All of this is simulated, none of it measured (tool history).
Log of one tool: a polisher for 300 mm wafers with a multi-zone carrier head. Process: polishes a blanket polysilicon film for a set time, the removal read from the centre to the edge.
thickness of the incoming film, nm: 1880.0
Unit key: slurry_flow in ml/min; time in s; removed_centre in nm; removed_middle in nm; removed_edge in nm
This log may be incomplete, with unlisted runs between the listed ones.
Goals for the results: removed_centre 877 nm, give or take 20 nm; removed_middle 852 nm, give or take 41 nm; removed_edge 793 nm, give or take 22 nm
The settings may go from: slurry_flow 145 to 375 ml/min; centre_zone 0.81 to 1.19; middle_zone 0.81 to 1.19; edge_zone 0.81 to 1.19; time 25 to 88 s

run 1 hour=0 | slurry_flow=240 centre_zone=1 middle_zone=1 edge_zone=1 time=56 | removed_centre=741.67 removed_middle=737.26 removed_edge=742.37
run 2 hour=2.8 | slurry_flow=250 centre_zone=1.01 middle_zone=1.01 edge_zone=1.01 time=56 | removed_centre=749 removed_middle=736.69 removed_edge=750.55
run 3 hour=7.4 | slurry_flow=255 centre_zone=1.03 middle_zone=1.03 edge_zone=1.01 time=56 | removed_centre=759.19 removed_middle=735.54 removed_edge=748.31
run 4 hour=15.2 | slurry_flow=255 centre_zone=1.03 middle_zone=1.03 edge_zone=0.96 time=56 | removed_centre=769.3 removed_middle=741.59 removed_edge=734.13
run 5 hour=19.5 | slurry_flow=280 centre_zone=1.03 middle_zone=1.03 edge_zone=0.96 time=56 | removed_centre=778 removed_middle=743.98 removed_edge=728.3
run 6 hour=22.7 | slurry_flow=280 centre_zone=1.04 middle_zone=1.05 edge_zone=0.96 time=57 | removed_centre=792.46 removed_middle=771.08 removed_edge=753.15
run 7 hour=29.1 | slurry_flow=285 centre_zone=1.05 middle_zone=1.06 edge_zone=0.96 time=57 | removed_centre=808.06 removed_middle=789.53 removed_edge=751.62
run 8 hour=36 | slurry_flow=290 centre_zone=1.06 middle_zone=1.07 edge_zone=0.97 time=57 | removed_centre=812.13 removed_middle=803.54 removed_edge=759.24

Which single option among these 4 for the next run brings every result within its allowed miss of target? Just one does.
run A hour=42.9 | slurry_flow=265 centre_zone=1.05 middle_zone=0.97 edge_zone=1.02 time=59 | removed_centre=? removed_middle=? removed_edge=?
run B hour=42.9 | slurry_flow=260 centre_zone=0.93 middle_zone=1.13 edge_zone=1.08 time=59 | removed_centre=? removed_middle=? removed_edge=?
run C hour=42.9 | slurry_flow=280 centre_zone=1.13 middle_zone=1.14 edge_zone=1.05 time=58 | removed_centre=? removed_middle=? removed_edge=?
run D hour=42.9 | slurry_flow=290 centre_zone=1.01 middle_zone=1.1 edge_zone=1.02 time=59 | removed_centre=? removed_middle=? removed_edge=?

move=A removed_centre=827.59 removed_middle=741.05 removed_edge=801.29
move=B removed_centre=731.36 removed_middle=842.37 removed_edge=821.14
move=C removed_centre=882.99 removed_middle=840.47 removed_edge=800.87
move=D removed_centre=805.26 removed_middle=832.77 removed_edge=805.87
A: closer than the last run, but not yet in spec
B: further off than the last run
C: all results in spec
D: further off than the last run
Move C is the one to make.

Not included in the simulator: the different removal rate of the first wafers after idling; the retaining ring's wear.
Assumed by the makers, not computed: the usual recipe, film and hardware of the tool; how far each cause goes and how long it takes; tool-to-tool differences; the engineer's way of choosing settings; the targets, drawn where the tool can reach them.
